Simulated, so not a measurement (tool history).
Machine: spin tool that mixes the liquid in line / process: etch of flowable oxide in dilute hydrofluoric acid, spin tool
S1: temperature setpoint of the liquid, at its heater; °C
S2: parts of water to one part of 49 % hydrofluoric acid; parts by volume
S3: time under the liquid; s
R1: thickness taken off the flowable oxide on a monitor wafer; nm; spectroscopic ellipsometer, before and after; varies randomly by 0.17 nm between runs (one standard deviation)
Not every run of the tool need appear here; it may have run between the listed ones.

| run | hour | S1 | S2 | S3 | R1 |
|---|---|---|---|---|---|
| 1 | 0.0 | 21.0 | 225 | 80 | 7.3389 |
| 2 | 8.2 | 21.0 | 275 | 80 | 5.6994 |
| 3 | 16.9 | 23.0 | 220 | 80 | 8.0334 |
| 4 | 20.3 | 24.5 | 180 | 80 | 10.8460 |
| 5 | 28.2 | 24.5 | 180 | 85 | 11.5710 |
| 6 | 34.7 | 24.5 | 105 | 85 | 22.0250 |
| 7 | 38.9 | 25.0 | 100 | 85 | 23.6610 |
| 8 | 41.8 | 25.5 | 100 | 85 | 23.9130 |
| 9 | 50.3 | 26.0 | 100 | 85 | 24.2750 |

Predict the results of run 10:
| 10 | 54.5 | 26.5 | 100 | 85 | ? |

R1: 24.8280 nm

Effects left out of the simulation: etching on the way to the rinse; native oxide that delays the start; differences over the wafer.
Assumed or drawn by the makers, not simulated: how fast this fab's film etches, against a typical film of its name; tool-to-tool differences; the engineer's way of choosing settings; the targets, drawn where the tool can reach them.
